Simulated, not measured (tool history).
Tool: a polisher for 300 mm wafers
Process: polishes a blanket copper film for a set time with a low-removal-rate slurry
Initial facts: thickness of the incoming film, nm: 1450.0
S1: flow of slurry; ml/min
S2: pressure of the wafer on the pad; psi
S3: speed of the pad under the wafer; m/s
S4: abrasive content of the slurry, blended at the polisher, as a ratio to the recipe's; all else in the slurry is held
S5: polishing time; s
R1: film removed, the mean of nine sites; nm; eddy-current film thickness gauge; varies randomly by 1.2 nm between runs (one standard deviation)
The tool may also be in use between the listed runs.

run  hour   S1   S2    S3  S4  S5      R1
  1     0  285  2.1  1.38   1  39  98.321
  2   5.1  285  2.1  1.38   1  39  97.891
  3  12.5  325  2.1  1.38   1  39  99.229
  4  18.3  325  2.2  1.38   1  39  104.41
  5  20.8  325  2.3  1.38   1  39  108.35
  6  21.4  325  2.4  1.38   1  39  114.15
  7  25.1  325  2.5  1.38   1  39  116.93

Forecast run 8:
  8  31.2  325  2.6  1.38   1  39   ?

{"run 8": {"R1": 120.7}}
